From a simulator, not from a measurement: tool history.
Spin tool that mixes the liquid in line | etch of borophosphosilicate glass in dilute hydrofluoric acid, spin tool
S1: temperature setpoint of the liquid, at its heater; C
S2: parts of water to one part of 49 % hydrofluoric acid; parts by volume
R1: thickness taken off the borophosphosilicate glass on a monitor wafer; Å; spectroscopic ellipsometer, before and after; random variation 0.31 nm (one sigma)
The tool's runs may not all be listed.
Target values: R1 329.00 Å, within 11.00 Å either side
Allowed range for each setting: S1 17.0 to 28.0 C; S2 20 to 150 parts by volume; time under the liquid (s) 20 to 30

Run 1, hour 0.0: S1 20.0 C, S2 85 parts by volume, time under the liquid (s) 30. Result: R1 166.59 Å.
Run 2, hour 2.3: S1 22.0 C, S2 75 parts by volume, time under the liquid (s) 30. Result: R1 208.37 Å.
Run 3, hour 3.7: S1 23.5 C, S2 70 parts by volume, time under the liquid (s) 30. Result: R1 241.39 Å.
Run 4, hour 8.4: S1 23.5 C, S2 85 parts by volume, time under the liquid (s) 30. Result: R1 193.67 Å.
Run 5, hour 11.5: S1 23.5 C, S2 65 parts by volume, time under the liquid (s) 30. Result: R1 259.40 Å.
Run 6, hour 15.9: S1 23.5 C, S2 65 parts by volume, time under the liquid (s) 20. Result: R1 170.27 Å.
Run 7, hour 21.9: S1 27.5 C, S2 35 parts by volume, time under the liquid (s) 20. Result: R1 400.89 Å.
Run 8, hour 25.8: S1 26.5 C, S2 35 parts by volume, time under the liquid (s) 20. Result: R1 374.76 Å.
Run 9, hour 30.3: S1 26.0 C, S2 35 parts by volume, time under the liquid (s) 20. Result: R1 370.10 Å.
Run 10, hour 37.9: S1 26.0 C, S2 35 parts by volume, time under the liquid (s) 20. Result: R1 372.52 Å.
Run 11, hour 42.5: S1 25.5 C, S2 35 parts by volume, time under the liquid (s) 20. Result: R1 361.91 Å.
Run 12, hour 50.1: S1 25.0 C, S2 35 parts by volume, time under the liquid (s) 20. Result: R1 352.16 Å.
Run 13, hour 58.9: S1 24.5 C, S2 35 parts by volume, time under the liquid (s) 20. Result: R1 348.95 Å.
Run 14, hour 63.9: S1 24.0 C, S2 35 parts by volume, time under the liquid (s) 20. Result: R1 341.94 Å.

Exercise: of the 4 proposed moves below, exactly one satisfies all targets within the stated allowed misses. Which move is it?
Run A, hour 68.9: S1 25.0 C, S2 35 parts by volume, time under the liquid (s) 20. Result: R1 ?.
Run B, hour 68.9: S1 26.0 C, S2 35 parts by volume, time under the liquid (s) 20. Result: R1 ?.
Run C, hour 68.9: S1 25.5 C, S2 35 parts by volume, time under the liquid (s) 20. Result: R1 ?.
Run D, hour 68.9: S1 26.5 C, S2 40 parts by volume, time under the liquid (s) 20. Result: R1 ?.

move      R1
   A  359.52
   B  374.64
   C  367.01
   D  332.20
A: its largest miss is bigger than the last run's
B: its largest miss is bigger than the last run's
C: its largest miss is bigger than the last run's
D: all results land within tolerance of their targets
Go with D: it meets all targets.

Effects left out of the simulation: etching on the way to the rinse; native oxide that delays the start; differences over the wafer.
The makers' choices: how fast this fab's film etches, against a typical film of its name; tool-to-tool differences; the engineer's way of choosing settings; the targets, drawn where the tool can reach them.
